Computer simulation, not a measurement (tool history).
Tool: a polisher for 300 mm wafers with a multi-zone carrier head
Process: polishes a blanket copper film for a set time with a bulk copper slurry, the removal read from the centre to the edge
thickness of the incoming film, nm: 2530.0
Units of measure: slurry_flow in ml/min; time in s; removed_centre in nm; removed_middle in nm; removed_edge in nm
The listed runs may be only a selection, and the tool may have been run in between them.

Run 1, hour 0.0: slurry_flow 210 ml/min, centre_zone 1.00, middle_zone 1.00, edge_zone 1.00, slurry_solids 1.0, time 76 s. Result: removed_centre 531.71 nm, removed_middle 512.75 nm, removed_edge 529.48 nm.
Run 2, hour 4.5: slurry_flow 205 ml/min, centre_zone 0.97, middle_zone 0.99, edge_zone 0.97, slurry_solids 0.9, time 71 s. Result: removed_centre 472.69 nm, removed_middle 448.36 nm, removed_edge 460.18 nm.
Run 3, hour 9.4: slurry_flow 205 ml/min, centre_zone 0.93, middle_zone 0.99, edge_zone 0.97, slurry_solids 0.9, time 71 s. Result: removed_centre 444.36 nm, removed_middle 455.21 nm, removed_edge 456.78 nm.
Run 4, hour 12.3: slurry_flow 240 ml/min, centre_zone 0.93, middle_zone 0.99, edge_zone 0.97, slurry_solids 0.9, time 71 s. Result: removed_centre 456.02 nm, removed_middle 463.40 nm, removed_edge 479.74 nm.
Run 5, hour 18.9: slurry_flow 265 ml/min, centre_zone 0.93, middle_zone 0.99, edge_zone 0.97, slurry_solids 0.9, time 71 s. Result: removed_centre 448.80 nm, removed_middle 467.47 nm, removed_edge 480.88 nm.
Run 6, hour 27.7: slurry_flow 265 ml/min, centre_zone 0.93, middle_zone 0.99, edge_zone 0.97, slurry_solids 0.9, time 52 s. Result: removed_centre 330.64 nm, removed_middle 341.94 nm, removed_edge 348.64 nm.
Run 7, hour 31.9: slurry_flow 260 ml/min, centre_zone 0.92, middle_zone 0.99, edge_zone 0.96, slurry_solids 0.9, time 52 s. Result: removed_centre 335.95 nm, removed_middle 345.41 nm, removed_edge 346.49 nm.

What does the tool deliver on the next run?
Run 8, hour 33.7: slurry_flow 255 ml/min, centre_zone 0.90, middle_zone 0.99, edge_zone 0.96, slurry_solids 0.9, time 52 s. Result: removed_centre ?, removed_middle ?, removed_edge ?.

For run 8 the tool returned removed_centre 327.56 nm, removed_middle 336.03 nm, removed_edge 352.25 nm.
